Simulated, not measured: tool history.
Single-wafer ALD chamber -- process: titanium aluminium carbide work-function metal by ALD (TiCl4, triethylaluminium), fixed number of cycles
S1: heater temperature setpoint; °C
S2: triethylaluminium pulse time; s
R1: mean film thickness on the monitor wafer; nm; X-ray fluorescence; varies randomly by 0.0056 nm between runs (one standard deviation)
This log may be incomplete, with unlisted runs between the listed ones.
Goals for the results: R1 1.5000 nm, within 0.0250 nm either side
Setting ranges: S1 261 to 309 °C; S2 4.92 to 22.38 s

run 1 day=0.000 | S1=285 S2=13.65 | R1=1.8025
run 2 day=0.196 | S1=285 S2=16.30 | R1=1.8247
run 3 day=0.362 | S1=295 S2=16.30 | R1=1.9037
run 4 day=0.608 | S1=299 S2=16.30 | R1=1.9211
run 5 day=0.962 | S1=287 S2=12.62 | R1=1.8200
run 6 day=1.158 | S1=279 S2=10.13 | R1=1.7049
run 7 day=1.225 | S1=273 S2=8.44 | R1=1.5939
run 8 day=1.371 | S1=270 S2=8.24 | R1=1.5611
run 9 day=1.517 | S1=268 S2=8.11 | R1=1.5285
run 10 day=1.571 | S1=267 S2=8.06 | R1=1.5348

Consider the 4 candidate settings below. Which is the only one whose results all fall within their allowed miss of target?
run A day=1.625 | S1=261 S2=8.34 | R1=?
run B day=1.625 | S1=272 S2=7.98 | R1=?
run C day=1.625 | S1=272 S2=7.99 | R1=?
run D day=1.625 | S1=274 S2=7.75 | R1=?

move=A R1=1.5049
move=B R1=1.5520
move=C R1=1.5528
move=D R1=1.5465
A: in spec on every target
B: misses by more than the last run did
C: misses by more than the last run did
D: misses by more than the last run did
Answer: A

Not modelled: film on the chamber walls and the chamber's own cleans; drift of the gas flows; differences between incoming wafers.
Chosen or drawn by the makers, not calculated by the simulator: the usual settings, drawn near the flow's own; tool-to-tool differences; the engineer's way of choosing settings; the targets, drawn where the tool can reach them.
